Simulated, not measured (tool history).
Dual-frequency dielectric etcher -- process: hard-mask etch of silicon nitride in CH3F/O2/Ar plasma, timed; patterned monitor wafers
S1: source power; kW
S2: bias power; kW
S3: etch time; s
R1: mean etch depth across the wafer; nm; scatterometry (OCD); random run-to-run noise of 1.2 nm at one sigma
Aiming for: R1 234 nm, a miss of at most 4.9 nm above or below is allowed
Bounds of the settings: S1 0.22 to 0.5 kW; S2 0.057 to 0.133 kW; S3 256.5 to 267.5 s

{"run": 1, "hour": 0.0, "S1": 0.36, "S2": 0.095, "S3": 256.5, "R1": 198.49}
{"run": 2, "hour": 5.1, "S1": 0.36, "S2": 0.08, "S3": 256.5, "R1": 182.33}
{"run": 3, "hour": 11.4, "S1": 0.37, "S2": 0.083, "S3": 257, "R1": 188.01}
{"run": 4, "hour": 18.7, "S1": 0.37, "S2": 0.094, "S3": 257, "R1": 200.81}
{"run": 5, "hour": 19.9, "S1": 0.34, "S2": 0.094, "S3": 257, "R1": 193.54}
{"run": 6, "hour": 26.0, "S1": 0.29, "S2": 0.094, "S3": 257, "R1": 182.95}
{"run": 7, "hour": 34.8, "S1": 0.31, "S2": 0.095, "S3": 257, "R1": 188.95}
{"run": 8, "hour": 43.5, "S1": 0.33, "S2": 0.096, "S3": 257, "R1": 193.94}
{"run": 9, "hour": 49.8, "S1": 0.35, "S2": 0.097, "S3": 257, "R1": 199.25}
{"run": 10, "hour": 55.7, "S1": 0.42, "S2": 0.105, "S3": 258, "R1": 223.07}

Below are 4 possible settings for the next run. Only one of them brings all results inside the allowed miss of their targets. Which is it?
{"run": "A", "hour": 61.6, "S1": 0.47, "S2": 0.096, "S3": 262.5, "R1": "?"}
{"run": "B", "hour": 61.6, "S1": 0.44, "S2": 0.096, "S3": 267, "R1": "?"}
{"run": "C", "hour": 61.6, "S1": 0.5, "S2": 0.098, "S3": 260.5, "R1": "?"}
{"run": "D", "hour": 61.6, "S1": 0.38, "S2": 0.104, "S3": 264, "R1": "?"}

move=A R1=228.18
move=B R1=226.24
move=C R1=234.26
move=D R1=219.89
A: moves toward the targets from the last run without getting all of them in spec
B: moves toward the targets from the last run without getting all of them in spec
C: meets every target
D: its largest miss is bigger than the last run's
The right move is C.
